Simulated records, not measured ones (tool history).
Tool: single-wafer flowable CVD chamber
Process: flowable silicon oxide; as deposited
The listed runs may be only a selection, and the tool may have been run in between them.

| run | hour | heater temperature setpoint (°C) | chamber pressure (mTorr) | RF power (kW) | deposition time (s) | mean film thickness on the monitor wafer (nm) |
|---|---|---|---|---|---|---|
| 1 | 0.0 | 100 | 647 | 2.100 | 963 | 384.57 |
| 2 | 7.9 | 95 | 658 | 2.105 | 963 | 466.23 |
| 3 | 12.3 | 91 | 665 | 2.105 | 963 | 540.02 |
| 4 | 18.3 | 91 | 551 | 2.105 | 963 | 451.77 |
|  | 19.6 | thermocouple changed; heater temperature recalibrated |
| 5 | 19.6 | 91 | 551 | 2.270 | 963 | 521.95 |
| 6 | 24.6 | 91 | 504 | 2.270 | 963 | 480.31 |
| 7 | 26.1 | 88 | 528 | 2.275 | 963 | 550.76 |
| 8 | 28.2 | 85 | 546 | 2.280 | 963 | 625.35 |
| 9 | 29.5 | 83 | 561 | 2.285 | 963 | 683.19 |
| 10 | 32.2 | 81 | 574 | 2.285 | 963 | 744.90 |
| 11 | 40.1 | 80 | 584 | 2.285 | 963 | 776.43 |
| 12 | 48.0 | 79 | 593 | 2.285 | 963 | 813.13 |
| 13 | 49.7 | 78 | 600 | 2.285 | 963 | 847.40 |

For run 14, what comes out?
| 14 | 56.8 | 78 | 606 | 2.285 | 963 | ? |

{"run 14": {"mean film thickness on the monitor wafer (nm)": 850.57}}

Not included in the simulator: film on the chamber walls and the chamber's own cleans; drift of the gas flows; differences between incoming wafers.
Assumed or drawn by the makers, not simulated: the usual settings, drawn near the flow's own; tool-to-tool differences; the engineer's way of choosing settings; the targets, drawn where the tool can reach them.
